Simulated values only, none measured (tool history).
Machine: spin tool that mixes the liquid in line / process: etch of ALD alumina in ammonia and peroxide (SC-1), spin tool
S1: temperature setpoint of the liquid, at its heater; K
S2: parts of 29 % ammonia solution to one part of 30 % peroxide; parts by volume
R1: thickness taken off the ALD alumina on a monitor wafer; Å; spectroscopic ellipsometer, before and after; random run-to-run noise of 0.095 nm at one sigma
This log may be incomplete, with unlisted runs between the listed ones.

Run 1, hour 0: S1 335.15 K, S2 0.5 parts by volume, time under the liquid (s) 50. Result: R1 73.932 Å.
Run 2, hour 3: S1 330.65 K, S2 0.5 parts by volume, time under the liquid (s) 50. Result: R1 57.248 Å.
Run 3, hour 5.8: S1 330.65 K, S2 0.5 parts by volume, time under the liquid (s) 55. Result: R1 62.791 Å.
Run 4, hour 14.6: S1 331.65 K, S2 0.5 parts by volume, time under the liquid (s) 55. Result: R1 66.662 Å.
Run 5, hour 15.5: S1 331.65 K, S2 0.5 parts by volume, time under the liquid (s) 55. Result: R1 65.728 Å.
Run 6, hour 20.7: S1 331.65 K, S2 0.5 parts by volume, time under the liquid (s) 50. Result: R1 60.574 Å.
Run 7, hour 29: S1 332.65 K, S2 0.5 parts by volume, time under the liquid (s) 50. Result: R1 62.803 Å.
At hour 34.7: ammonia flow meter replaced.
Run 8, hour 34.7: S1 332.65 K, S2 0.5 parts by volume, time under the liquid (s) 50. Result: R1 64.904 Å.

Run 9 has not been measured yet. What should we expect?
Run 9, hour 35.7: S1 333.65 K, S2 0.5 parts by volume, time under the liquid (s) 50. Result: R1 ?.

{"run 9": {"R1": 66.975}}
